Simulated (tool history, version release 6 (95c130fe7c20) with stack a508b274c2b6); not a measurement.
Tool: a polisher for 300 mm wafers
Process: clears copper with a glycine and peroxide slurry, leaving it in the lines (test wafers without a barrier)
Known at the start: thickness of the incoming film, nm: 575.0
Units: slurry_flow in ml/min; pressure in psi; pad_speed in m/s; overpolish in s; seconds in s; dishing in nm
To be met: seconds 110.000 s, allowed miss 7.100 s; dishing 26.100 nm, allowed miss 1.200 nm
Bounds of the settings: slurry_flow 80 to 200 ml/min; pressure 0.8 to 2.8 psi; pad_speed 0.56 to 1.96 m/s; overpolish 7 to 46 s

run,hour,slurry_flow,pressure,pad_speed,overpolish,seconds,dishing
1,0.0,130,1.8,1.26,24,141.280,52.444
2,3.7,130,1.6,1.38,21,146.950,47.206
3,8.4,130,1.6,1.38,27,144.330,52.277
4,13.4,105,1.6,1.38,27,154.120,51.972
5,19.0,90,1.6,1.38,27,153.370,49.672
6,23.8,90,1.6,1.58,27,140.270,54.353
7,24.8,125,2.1,1.22,16,127.550,43.036
8,26.1,120,2.2,1.14,15,134.050,39.421
9,31.4,115,2.3,1.12,14,132.930,37.996
10,39.6,110,2.4,1.10,13,130.150,36.940
11,43.8,105,2.5,1.08,12,129.780,34.719
12,51.8,100,2.5,1.08,11,137.550,31.872
13,53.2,95,2.5,1.12,10,133.800,29.548
14,59.8,95,2.5,1.16,10,128.230,31.301
15,68.0,85,2.7,1.18,8,122.970,26.818
16,76.8,85,2.7,1.20,8,122.460,26.962
17,80.1,85,2.7,1.22,8,120.210,26.758
18,85.5,85,2.7,1.24,8,120.660,27.026
19,91.0,85,2.7,1.24,8,117.520,27.781
20,99.8,85,2.7,1.24,8,122.380,27.491
21,102.5,85,2.7,1.24,8,121.340,26.919
22,110.5,85,2.7,1.26,8,117.470,27.826

4 next moves are on the table. One of them brings every result within its allowed miss. Which?
A,118.5,90,2.8,1.28,7,?,?
B,118.5,95,2.5,1.22,8,?,?
C,118.5,85,2.8,1.48,7,?,?
D,118.5,105,2.3,1.18,8,?,?

move,seconds,dishing
A,109.910,26.090
B,122.660,26.524
C,99.076,28.328
D,130.240,25.186
A: meets every target
B: brings the result that was furthest off to its target, and leaves another outside
C: further off than the last run
D: brings the result that was furthest off to its target, and leaves another outside
Move A is the one to make.
